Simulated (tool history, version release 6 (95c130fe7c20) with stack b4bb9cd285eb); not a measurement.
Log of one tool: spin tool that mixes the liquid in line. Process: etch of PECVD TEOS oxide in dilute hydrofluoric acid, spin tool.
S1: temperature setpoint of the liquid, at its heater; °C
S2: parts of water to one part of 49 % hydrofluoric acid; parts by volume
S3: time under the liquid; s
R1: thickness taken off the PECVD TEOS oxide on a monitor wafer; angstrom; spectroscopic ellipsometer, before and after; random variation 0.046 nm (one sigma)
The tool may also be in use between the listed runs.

| run | hour | S1 | S2 | S3 | R1 |
|---|---|---|---|---|---|
| 1 | 0.0 | 24.0 | 300 | 280 | 140.000 |
| 2 | 6.1 | 22.5 | 315 | 280 | 126.010 |
| 3 | 10.8 | 21.5 | 330 | 280 | 114.400 |
| 4 | 12.5 | 21.5 | 330 | 305 | 123.760 |
| 5 | 20.0 | 20.0 | 330 | 305 | 117.890 |
| 6 | 22.1 | 17.0 | 330 | 305 | 105.110 |
| 7 | 25.4 | 17.0 | 340 | 305 | 101.400 |

Forecast run 8:
| 8 | 33.1 | 17.0 | 350 | 305 | ? |

{"run 8": {"R1": 98.189}}
